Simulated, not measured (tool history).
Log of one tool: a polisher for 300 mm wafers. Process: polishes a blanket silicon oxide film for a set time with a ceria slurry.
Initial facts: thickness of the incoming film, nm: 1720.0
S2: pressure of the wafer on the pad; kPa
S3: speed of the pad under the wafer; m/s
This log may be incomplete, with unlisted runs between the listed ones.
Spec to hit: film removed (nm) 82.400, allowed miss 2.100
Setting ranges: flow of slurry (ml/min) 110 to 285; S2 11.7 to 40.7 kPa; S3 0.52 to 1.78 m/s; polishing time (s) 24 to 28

{"run": 1, "hour": 0.0, "flow of slurry (ml/min)": 180, "S2": 26.2, "S3": 1.14, "polishing time (s)": 28, "film removed (nm)": 128.7}
{"run": 2, "hour": 7.9, "flow of slurry (ml/min)": 175, "S2": 23.4, "S3": 1.14, "polishing time (s)": 28, "film removed (nm)": 117.49}
{"run": 3, "hour": 16.5, "flow of slurry (ml/min)": 175, "S2": 23.4, "S3": 1.14, "polishing time (s)": 28, "film removed (nm)": 117.55}
{"run": 4, "hour": 17.9, "flow of slurry (ml/min)": 175, "S2": 17.2, "S3": 1.14, "polishing time (s)": 28, "film removed (nm)": 92.172}
{"run": 5, "hour": 23.6, "flow of slurry (ml/min)": 170, "S2": 16.5, "S3": 1.14, "polishing time (s)": 28, "film removed (nm)": 88.795}
{"run": 6, "hour": 28.0, "flow of slurry (ml/min)": 165, "S2": 15.9, "S3": 1.14, "polishing time (s)": 28, "film removed (nm)": 85.752}
{"run": 7, "hour": 30.4, "flow of slurry (ml/min)": 160, "S2": 15.9, "S3": 1.14, "polishing time (s)": 28, "film removed (nm)": 86.223}
{"run": 8, "hour": 31.2, "flow of slurry (ml/min)": 155, "S2": 15.9, "S3": 1.14, "polishing time (s)": 28, "film removed (nm)": 86.04}

Exercise: of the 5 proposed moves below, exactly one satisfies all targets within the stated allowed misses. Which move is it?
{"run": "A", "hour": 32.0, "flow of slurry (ml/min)": 145, "S2": 23.4, "S3": 1.06, "polishing time (s)": 24, "film removed (nm)": "?"}
{"run": "B", "hour": 32.0, "flow of slurry (ml/min)": 145, "S2": 25.5, "S3": 0.82, "polishing time (s)": 28, "film removed (nm)": "?"}
{"run": "C", "hour": 32.0, "flow of slurry (ml/min)": 175, "S2": 18.6, "S3": 1.1, "polishing time (s)": 28, "film removed (nm)": "?"}
{"run": "D", "hour": 32.0, "flow of slurry (ml/min)": 165, "S2": 13.8, "S3": 1.3, "polishing time (s)": 28, "film removed (nm)": "?"}
{"run": "E", "hour": 32.0, "flow of slurry (ml/min)": 160, "S2": 14.5, "S3": 1.38, "polishing time (s)": 24, "film removed (nm)": "?"}

move=A film_removed_(nm)=89.561
move=B film_removed_(nm)=87.231
move=C film_removed_(nm)=94.018
move=D film_removed_(nm)=88.433
move=E film_removed_(nm)=82.618
A: its largest miss is bigger than the last run's
B: its largest miss is bigger than the last run's
C: its largest miss is bigger than the last run's
D: its largest miss is bigger than the last run's
E: every result lands within tolerance
Go with E: it meets all targets.
